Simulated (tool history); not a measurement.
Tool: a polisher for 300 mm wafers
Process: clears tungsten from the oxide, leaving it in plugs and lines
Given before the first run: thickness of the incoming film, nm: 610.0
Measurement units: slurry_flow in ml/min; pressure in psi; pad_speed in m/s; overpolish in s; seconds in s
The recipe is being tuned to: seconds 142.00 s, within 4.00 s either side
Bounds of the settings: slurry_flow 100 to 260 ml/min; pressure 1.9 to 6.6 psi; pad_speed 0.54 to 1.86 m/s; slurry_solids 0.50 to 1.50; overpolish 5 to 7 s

run 1 hour=0.0 | slurry_flow=165 pressure=4.2 pad_speed=1.18 slurry_solids=1.00 overpolish=7 | seconds=103.08
run 2 hour=3.1 | slurry_flow=160 pressure=4.0 pad_speed=1.18 slurry_solids=1.00 overpolish=7 | seconds=106.48
run 3 hour=7.0 | slurry_flow=160 pressure=4.0 pad_speed=1.18 slurry_solids=0.80 overpolish=7 | seconds=111.57
run 4 hour=15.0 | slurry_flow=160 pressure=3.9 pad_speed=1.18 slurry_solids=0.80 overpolish=7 | seconds=113.98
run 5 hour=23.1 | slurry_flow=160 pressure=3.8 pad_speed=1.18 slurry_solids=0.80 overpolish=7 | seconds=114.43
run 6 hour=25.4 | slurry_flow=160 pressure=3.7 pad_speed=1.18 slurry_solids=0.80 overpolish=7 | seconds=116.19
run 7 hour=27.5 | slurry_flow=160 pressure=3.6 pad_speed=1.18 slurry_solids=0.80 overpolish=7 | seconds=119.44
run 8 hour=34.6 | slurry_flow=160 pressure=3.5 pad_speed=1.18 slurry_solids=0.80 overpolish=7 | seconds=121.57
run 9 hour=38.2 | slurry_flow=160 pressure=3.4 pad_speed=1.18 slurry_solids=0.80 overpolish=7 | seconds=123.46
run 10 hour=42.5 | slurry_flow=160 pressure=3.3 pad_speed=1.18 slurry_solids=0.80 overpolish=7 | seconds=125.12
run 11 hour=48.8 | slurry_flow=155 pressure=3.2 pad_speed=1.18 slurry_solids=0.80 overpolish=7 | seconds=129.02
run 12 hour=52.1 | slurry_flow=150 pressure=3.1 pad_speed=1.18 slurry_solids=0.80 overpolish=7 | seconds=133.30
run 13 hour=53.8 | slurry_flow=145 pressure=3.1 pad_speed=1.18 slurry_solids=0.80 overpolish=7 | seconds=131.83

4 next moves are on the table. One of them brings every result within its allowed miss. Which?
run A hour=55.5 | slurry_flow=195 pressure=2.5 pad_speed=1.30 slurry_solids=1.25 overpolish=7 | seconds=?
run B hour=55.5 | slurry_flow=105 pressure=4.8 pad_speed=1.04 slurry_solids=0.95 overpolish=5 | seconds=?
run C hour=55.5 | slurry_flow=170 pressure=2.4 pad_speed=1.40 slurry_solids=0.50 overpolish=7 | seconds=?
run D hour=55.5 | slurry_flow=190 pressure=3.1 pad_speed=1.26 slurry_solids=0.80 overpolish=7 | seconds=?

move=A seconds=117.61
move=B seconds=112.68
move=C seconds=141.26
move=D seconds=119.32
A: the biggest miss grows against the last run
B: the biggest miss grows against the last run
C: every result within its allowed miss
D: the biggest miss grows against the last run
The right move is C.
